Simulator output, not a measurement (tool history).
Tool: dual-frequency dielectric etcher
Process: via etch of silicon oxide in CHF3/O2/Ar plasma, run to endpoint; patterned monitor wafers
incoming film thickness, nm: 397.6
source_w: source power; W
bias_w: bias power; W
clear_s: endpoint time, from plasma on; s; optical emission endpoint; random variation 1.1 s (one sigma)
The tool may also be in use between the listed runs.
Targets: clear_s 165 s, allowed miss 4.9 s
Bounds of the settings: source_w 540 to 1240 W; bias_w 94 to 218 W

run 1 hour=0 | source_w=890 bias_w=156 | clear_s=185.71
run 2 hour=3.7 | source_w=890 bias_w=177 | clear_s=177.97
run 3 hour=5.1 | source_w=890 bias_w=188 | clear_s=176.26
run 4 hour=7.3 | source_w=820 bias_w=188 | clear_s=178.49
run 5 hour=15.6 | source_w=820 bias_w=198 | clear_s=177.22
run 6 hour=16.3 | source_w=720 bias_w=198 | clear_s=182.36
run 7 hour=23.1 | source_w=770 bias_w=204 | clear_s=177.51
run 8 hour=31.2 | source_w=810 bias_w=208 | clear_s=174.87

Which of these 4 next moves meets every target?
run A hour=39.3 | source_w=750 bias_w=203 | clear_s=?
run B hour=39.3 | source_w=670 bias_w=166 | clear_s=?
run C hour=39.3 | source_w=770 bias_w=155 | clear_s=?
run D hour=39.3 | source_w=930 bias_w=218 | clear_s=?

move=A clear_s=181.48
move=B clear_s=197.71
move=C clear_s=194.21
move=D clear_s=167.73
A: further off than the last run
B: further off than the last run
C: further off than the last run
D: meets every target
Answer: D
